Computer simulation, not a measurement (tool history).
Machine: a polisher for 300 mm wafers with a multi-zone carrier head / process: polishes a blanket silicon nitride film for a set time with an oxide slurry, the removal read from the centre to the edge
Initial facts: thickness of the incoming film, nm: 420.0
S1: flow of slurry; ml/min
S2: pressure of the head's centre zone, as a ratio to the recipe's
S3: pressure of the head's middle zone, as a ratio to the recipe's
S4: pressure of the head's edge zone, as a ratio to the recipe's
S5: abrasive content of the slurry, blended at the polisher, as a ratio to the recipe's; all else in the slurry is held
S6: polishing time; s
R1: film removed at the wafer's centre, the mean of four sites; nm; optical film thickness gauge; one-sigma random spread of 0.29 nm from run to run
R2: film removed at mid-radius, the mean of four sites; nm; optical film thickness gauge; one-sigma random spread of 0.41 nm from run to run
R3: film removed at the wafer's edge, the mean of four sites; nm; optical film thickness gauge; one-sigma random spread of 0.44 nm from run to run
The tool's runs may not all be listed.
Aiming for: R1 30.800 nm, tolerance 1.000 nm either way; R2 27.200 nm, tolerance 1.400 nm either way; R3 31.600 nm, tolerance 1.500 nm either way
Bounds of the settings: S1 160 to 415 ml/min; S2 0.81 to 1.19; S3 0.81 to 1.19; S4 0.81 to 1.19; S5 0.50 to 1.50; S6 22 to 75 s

run 1 day=0.000 | S1=265 S2=1.00 S3=1.00 S4=1.00 S5=1.00 S6=48 | R1=35.910 R2=36.951 R3=38.147
run 2 day=0.312 | S1=265 S2=1.00 S3=1.00 S4=1.00 S5=1.00 S6=41 | R1=30.531 R2=31.447 R3=32.507
run 3 day=0.433 | S1=210 S2=1.00 S3=1.00 S4=1.00 S5=1.00 S6=41 | R1=29.522 R2=31.129 R3=32.388
run 4 day=0.679 | S1=210 S2=1.00 S3=1.03 S4=1.00 S5=1.00 S6=41 | R1=29.647 R2=31.386 R3=31.476
run 5 day=0.962 | S1=210 S2=1.00 S3=1.03 S4=1.00 S5=1.00 S6=31 | R1=22.367 R2=24.577 R3=24.249
run 6 day=1.275 | S1=215 S2=1.04 S3=1.00 S4=1.03 S5=1.10 S6=31 | R1=23.943 R2=24.228 R3=25.138
run 7 day=1.525 | S1=225 S2=1.05 S3=0.97 S4=1.04 S5=1.25 S6=32 | R1=26.130 R2=25.305 R3=27.978
-- day=1.608 centre zone pressure recalibrated
run 8 day=1.608 | S1=240 S2=1.07 S3=0.96 S4=1.05 S5=1.35 S6=32 | R1=30.022 R2=26.983 R3=28.798
run 9 day=1.912 | S1=240 S2=1.06 S3=0.94 S4=1.07 S5=1.40 S6=32 | R1=29.785 R2=25.627 R3=29.513

Pick the move, out of 4, that brings all results within their allowed miss; only one does.
run A day=2.217 | S1=295 S2=1.00 S3=0.88 S4=1.08 S5=1.15 S6=36 | R1=? R2=? R3=?
run B day=2.217 | S1=230 S2=1.05 S3=1.01 S4=1.11 S5=1.45 S6=31 | R1=? R2=? R3=?
run C day=2.217 | S1=315 S2=1.19 S3=1.09 S4=1.01 S5=1.50 S6=29 | R1=? R2=? R3=?
run D day=2.217 | S1=180 S2=0.98 S3=0.98 S4=1.17 S5=1.25 S6=35 | R1=? R2=? R3=?

move=A R1=30.827 R2=26.669 R3=30.973
move=B R1=28.741 R2=26.909 R3=28.376
move=C R1=31.061 R2=27.990 R3=26.175
move=D R1=28.431 R2=27.478 R3=30.791
A: hits every target within its allowed miss
B: the biggest miss grows against the last run
C: the biggest miss grows against the last run
D: the furthest-off result lands on target, but another misses its tolerance
A is the move that brings every result within its allowed miss.

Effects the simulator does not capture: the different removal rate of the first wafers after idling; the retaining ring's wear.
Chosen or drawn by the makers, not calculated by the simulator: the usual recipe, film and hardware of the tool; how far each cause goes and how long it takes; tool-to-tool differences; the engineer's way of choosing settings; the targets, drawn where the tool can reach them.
